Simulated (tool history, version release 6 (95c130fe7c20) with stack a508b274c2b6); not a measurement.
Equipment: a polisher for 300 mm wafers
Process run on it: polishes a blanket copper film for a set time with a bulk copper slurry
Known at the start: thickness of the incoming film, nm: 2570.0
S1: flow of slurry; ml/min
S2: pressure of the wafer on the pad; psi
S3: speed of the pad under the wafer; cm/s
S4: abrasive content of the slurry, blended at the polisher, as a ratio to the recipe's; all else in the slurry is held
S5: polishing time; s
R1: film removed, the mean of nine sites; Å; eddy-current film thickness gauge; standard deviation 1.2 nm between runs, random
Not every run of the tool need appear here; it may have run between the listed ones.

| run | day | S1 | S2 | S3 | S4 | S5 | R1 |
|---|---|---|---|---|---|---|---|
| 1 | 0.000 | 140 | 1.7 | 122 | 1.0 | 19 | 1072.80 |
| 2 | 0.179 | 140 | 2.0 | 122 | 1.0 | 19 | 1254.30 |
| 3 | 0.212 | 140 | 1.9 | 120 | 1.0 | 19 | 1169.60 |
| 4 | 0.379 | 140 | 1.8 | 120 | 1.0 | 19 | 1113.30 |
| 5 | 0.692 | 140 | 1.7 | 120 | 1.0 | 19 | 1046.00 |
| 6 | 1.012 | 140 | 1.7 | 120 | 1.0 | 17 | 943.13 |

Run 7 comes next. What will it give?
|  | 1.379 | worn pad replaced by a new one |
| 7 | 1.379 | 135 | 1.5 | 118 | 1.0 | 17 | ? |

R1: 904.26 Å
